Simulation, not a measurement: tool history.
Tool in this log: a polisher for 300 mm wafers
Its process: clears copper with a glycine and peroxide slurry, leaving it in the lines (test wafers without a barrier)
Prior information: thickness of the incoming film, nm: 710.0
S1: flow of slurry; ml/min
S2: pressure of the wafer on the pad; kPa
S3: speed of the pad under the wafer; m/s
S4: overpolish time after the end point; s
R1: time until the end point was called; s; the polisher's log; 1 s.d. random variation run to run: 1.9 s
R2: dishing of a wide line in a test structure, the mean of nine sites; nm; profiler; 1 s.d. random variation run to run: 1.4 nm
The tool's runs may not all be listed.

run	hour	S1	S2	S3	S4	R1	R2
1	0.0	290	22.8	1.12	26	141.29	83.561
2	7.0	290	22.8	1.12	16	143.12	59.311
3	11.8	290	22.8	1.10	19	145.44	66.414
4	17.8	290	22.8	1.10	28	146.06	87.758
5	21.3	290	25.5	1.10	28	131.47	96.219
6	29.6	290	24.8	1.08	29	135.50	96.004
7	36.0	290	24.1	1.08	30	136.81	94.367

What does the tool deliver on the next run?
8	37.5	290	23.4	1.08	31	?	?

R1: 143.09 s
R2: 96.272 nm

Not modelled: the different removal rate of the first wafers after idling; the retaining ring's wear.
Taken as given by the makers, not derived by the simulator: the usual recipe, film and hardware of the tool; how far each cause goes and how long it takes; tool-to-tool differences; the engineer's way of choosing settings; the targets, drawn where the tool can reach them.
